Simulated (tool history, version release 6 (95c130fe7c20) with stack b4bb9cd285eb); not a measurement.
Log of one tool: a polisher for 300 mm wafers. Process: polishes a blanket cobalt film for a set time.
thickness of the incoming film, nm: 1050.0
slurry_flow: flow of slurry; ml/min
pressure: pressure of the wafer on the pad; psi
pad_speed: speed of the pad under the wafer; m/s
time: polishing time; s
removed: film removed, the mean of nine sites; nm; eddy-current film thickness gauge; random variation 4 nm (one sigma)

run    day  slurry_flow  pressure  pad_speed  time  removed
  1  0.000          265       2.5       1.04    75   493.46
  2  0.117          270       2.6       1.04    75   515.84
  3  0.300          270       2.6       1.04    78   538.36
  4  0.362          270       2.6       1.04    75   518.48
  5  0.417          270       2.6       0.82    75   411.60
  6  0.775          225       2.6       0.82    75   402.51
  7  0.808          240       2.8       0.82    75   434.27
  8  1.133          240       2.8       0.82    75   436.30
  9  1.438          255       3.0       0.82    75   473.45
 10  1.717          265       3.1       0.82    75   490.20
 11  1.850          270       3.2       0.82    75   503.96

Run 12 comes next. What will it give?
 12  2.154          275       3.3       0.82    75        ?

Run 12 gave removed 524.49 nm.
